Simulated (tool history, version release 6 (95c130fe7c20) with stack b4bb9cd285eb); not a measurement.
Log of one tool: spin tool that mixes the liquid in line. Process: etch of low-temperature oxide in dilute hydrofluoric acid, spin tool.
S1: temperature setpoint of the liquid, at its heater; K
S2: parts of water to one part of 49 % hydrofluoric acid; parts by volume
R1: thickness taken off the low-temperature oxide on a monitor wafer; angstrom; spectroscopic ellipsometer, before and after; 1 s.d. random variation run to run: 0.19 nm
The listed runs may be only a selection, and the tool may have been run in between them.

run 1 hour=0 | S1=295.15 S2=130 time_under_the_liquid_(s)=320 | R1=277.22
run 2 hour=7.3 | S1=295.15 S2=130 time_under_the_liquid_(s)=340 | R1=296.97
run 3 hour=16.2 | S1=292.15 S2=130 time_under_the_liquid_(s)=340 | R1=263.65
run 4 hour=19.5 | S1=290.15 S2=130 time_under_the_liquid_(s)=340 | R1=243.15
run 5 hour=27.2 | S1=292.15 S2=130 time_under_the_liquid_(s)=340 | R1=261.96
run 6 hour=30.3 | S1=292.15 S2=130 time_under_the_liquid_(s)=320 | R1=250.29
run 7 hour=35.6 | S1=294.15 S2=130 time_under_the_liquid_(s)=320 | R1=269.96
run 8 hour=43.8 | S1=294.15 S2=130 time_under_the_liquid_(s)=320 | R1=269.72
run 9 hour=51.9 | S1=295.65 S2=130 time_under_the_liquid_(s)=320 | R1=285.2
run 10 hour=59.6 | S1=297.15 S2=130 time_under_the_liquid_(s)=320 | R1=305.41
run 11 hour=66.1 | S1=298.15 S2=130 time_under_the_liquid_(s)=320 | R1=315.83
run 12 hour=70.7 | S1=299.15 S2=130 time_under_the_liquid_(s)=320 | R1=327.45
run 13 hour=74.7 | S1=300.15 S2=130 time_under_the_liquid_(s)=320 | R1=340.23
run 14 hour=75.7 | S1=300.65 S2=130 time_under_the_liquid_(s)=320 | R1=347.33
run 15 hour=77.4 | S1=301.15 S2=130 time_under_the_liquid_(s)=320 | R1=351.48
run 16 hour=86.4 | S1=301.65 S2=130 time_under_the_liquid_(s)=320 | R1=356.84

The next listed run, before its measurement:
run 17 hour=91.5 | S1=302.15 S2=130 time_under_the_liquid_(s)=320 | R1=?

R1: 365.63 angstrom

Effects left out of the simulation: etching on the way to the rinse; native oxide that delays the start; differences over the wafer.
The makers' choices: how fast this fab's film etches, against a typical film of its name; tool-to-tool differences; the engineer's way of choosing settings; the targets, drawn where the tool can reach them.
